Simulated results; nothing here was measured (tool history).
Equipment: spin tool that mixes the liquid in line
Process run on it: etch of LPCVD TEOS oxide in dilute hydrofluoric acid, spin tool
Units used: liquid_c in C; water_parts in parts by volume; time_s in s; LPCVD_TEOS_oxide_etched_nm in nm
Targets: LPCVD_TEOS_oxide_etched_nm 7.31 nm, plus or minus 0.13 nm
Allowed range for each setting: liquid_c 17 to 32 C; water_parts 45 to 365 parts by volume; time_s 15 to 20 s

run 1 day=0 | liquid_c=24 water_parts=205 time_s=20 | LPCVD_TEOS_oxide_etched_nm=3.336
run 2 day=0.338 | liquid_c=24 water_parts=140 time_s=20 | LPCVD_TEOS_oxide_etched_nm=5.2272
run 3 day=0.512 | liquid_c=25 water_parts=140 time_s=20 | LPCVD_TEOS_oxide_etched_nm=5.4069
run 4 day=0.758 | liquid_c=26 water_parts=140 time_s=20 | LPCVD_TEOS_oxide_etched_nm=5.6623
run 5 day=0.879 | liquid_c=26 water_parts=190 time_s=20 | LPCVD_TEOS_oxide_etched_nm=3.9308
run 6 day=1.138 | liquid_c=26 water_parts=140 time_s=20 | LPCVD_TEOS_oxide_etched_nm=5.6346
run 7 day=1.438 | liquid_c=26.5 water_parts=140 time_s=20 | LPCVD_TEOS_oxide_etched_nm=5.773
-- day=1.788 thermometer replaced
run 8 day=1.788 | liquid_c=27 water_parts=140 time_s=20 | LPCVD_TEOS_oxide_etched_nm=6.3698
run 9 day=2.129 | liquid_c=28 water_parts=140 time_s=20 | LPCVD_TEOS_oxide_etched_nm=6.5877
run 10 day=2.158 | liquid_c=29 water_parts=140 time_s=20 | LPCVD_TEOS_oxide_etched_nm=6.8439
run 11 day=2.462 | liquid_c=29.5 water_parts=140 time_s=20 | LPCVD_TEOS_oxide_etched_nm=6.9675

Which one of the following 5 next-run settings gets every result inside its allowed miss? There is exactly one.
run A day=2.767 | liquid_c=30 water_parts=140 time_s=20 | LPCVD_TEOS_oxide_etched_nm=?
run B day=2.767 | liquid_c=27 water_parts=135 time_s=20 | LPCVD_TEOS_oxide_etched_nm=?
run C day=2.767 | liquid_c=23.5 water_parts=115 time_s=20 | LPCVD_TEOS_oxide_etched_nm=?
run D day=2.767 | liquid_c=27.5 water_parts=110 time_s=15 | LPCVD_TEOS_oxide_etched_nm=?
run E day=2.767 | liquid_c=32 water_parts=145 time_s=20 | LPCVD_TEOS_oxide_etched_nm=?

move=A LPCVD_TEOS_oxide_etched_nm=7.0394
move=B LPCVD_TEOS_oxide_etched_nm=6.578
move=C LPCVD_TEOS_oxide_etched_nm=6.9164
move=D LPCVD_TEOS_oxide_etched_nm=6.371
move=E LPCVD_TEOS_oxide_etched_nm=7.2519
A: closes in on the targets versus the last run, not all within tolerance yet
B: the biggest miss grows against the last run
C: the biggest miss grows against the last run
D: the biggest miss grows against the last run
E: each result inside its tolerance
Go with E: it meets all targets.
